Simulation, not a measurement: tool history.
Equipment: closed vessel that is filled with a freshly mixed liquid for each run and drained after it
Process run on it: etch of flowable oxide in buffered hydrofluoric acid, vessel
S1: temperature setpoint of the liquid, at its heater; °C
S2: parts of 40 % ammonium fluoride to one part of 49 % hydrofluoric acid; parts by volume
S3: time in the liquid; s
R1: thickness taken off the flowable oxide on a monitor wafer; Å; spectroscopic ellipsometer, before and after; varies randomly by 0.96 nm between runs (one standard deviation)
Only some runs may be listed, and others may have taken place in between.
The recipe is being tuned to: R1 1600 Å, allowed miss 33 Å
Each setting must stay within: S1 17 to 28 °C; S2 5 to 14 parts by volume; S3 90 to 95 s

run	day	S1	S2	S3	R1
1	0	20	8.5	90	2724.6
2	0.358	20	6.5	90	3589.9
3	0.496	20	7.5	90	3095.5
4	0.708	21.5	7.5	90	3366.6
5	0.817	21	8	90	3056.2
6	0.871	19	8	90	2716.9
7	1.033	19	8.5	90	2556.9
8	1.288	19	9	90	2402.6
# day 1.617: thermometer replaced
9	1.617	19	9	90	2197.5
10	1.696	17	11	90	1676.6

4 candidate next runs follow, results not yet known. Just one meets every target within its allowed miss. Identify it.
A	1.775	17	12.5	95	?
B	1.775	17	11.5	90	?
C	1.775	17	12	90	?
D	1.775	18.5	13	90	?

move	R1
A	1561.9
B	1605.5
C	1540
D	1550.7
A: pushes the last run's worst result past its target
B: all results in spec
C: pushes the last run's worst result past its target
D: pushes the last run's worst result past its target
B meets every target.
